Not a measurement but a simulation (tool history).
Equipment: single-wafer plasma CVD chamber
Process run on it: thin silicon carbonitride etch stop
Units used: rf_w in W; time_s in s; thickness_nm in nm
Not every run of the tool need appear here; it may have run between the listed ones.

{"run": 1, "day": 0.0, "rf_w": 265, "time_s": 19.6, "thickness_nm": 12.336}
{"run": 2, "day": 0.242, "rf_w": 265, "time_s": 18.1, "thickness_nm": 11.337}
{"run": 3, "day": 0.517, "rf_w": 300, "time_s": 18.1, "thickness_nm": 11.889}
{"run": 4, "day": 0.792, "rf_w": 300, "time_s": 16.5, "thickness_nm": 10.843}
{"run": 5, "day": 0.862, "rf_w": 300, "time_s": 18.8, "thickness_nm": 12.548}
{"run": 6, "day": 1.071, "rf_w": 275, "time_s": 18.8, "thickness_nm": 12.147}

Run 7 is up next; what results do you expect?
{"run": 7, "day": 1.271, "rf_w": 235, "time_s": 15.7, "thickness_nm": "?"}

Run 7 yielded thickness_nm 9.5057 nm.

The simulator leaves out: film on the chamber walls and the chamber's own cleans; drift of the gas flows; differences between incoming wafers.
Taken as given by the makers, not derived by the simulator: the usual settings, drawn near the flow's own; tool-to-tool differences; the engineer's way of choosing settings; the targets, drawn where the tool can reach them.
